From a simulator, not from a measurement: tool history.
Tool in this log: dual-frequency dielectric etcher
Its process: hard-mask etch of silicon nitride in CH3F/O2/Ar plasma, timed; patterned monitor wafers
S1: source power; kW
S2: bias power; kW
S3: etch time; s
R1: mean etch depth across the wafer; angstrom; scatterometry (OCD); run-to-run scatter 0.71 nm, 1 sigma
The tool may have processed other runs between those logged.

run 1 hour=0.0 | S1=0.520 S2=0.080 S3=234.0 | R1=1837.4
run 2 hour=3.5 | S1=0.520 S2=0.080 S3=234.0 | R1=1827.6
run 3 hour=10.5 | S1=0.480 S2=0.078 S3=234.0 | R1=1746.1
run 4 hour=16.6 | S1=0.480 S2=0.078 S3=243.5 | R1=1818.0
run 5 hour=18.1 | S1=0.450 S2=0.077 S3=243.5 | R1=1749.4
run 6 hour=24.3 | S1=0.430 S2=0.076 S3=243.5 | R1=1701.3
run 7 hour=30.7 | S1=0.410 S2=0.076 S3=243.5 | R1=1658.9
run 8 hour=38.3 | S1=0.400 S2=0.076 S3=243.5 | R1=1639.2

Run 9 comes next. What will it give?
run 9 hour=44.5 | S1=0.390 S2=0.076 S3=243.5 | R1=?

{"run 9": {"R1": 1616.5}}
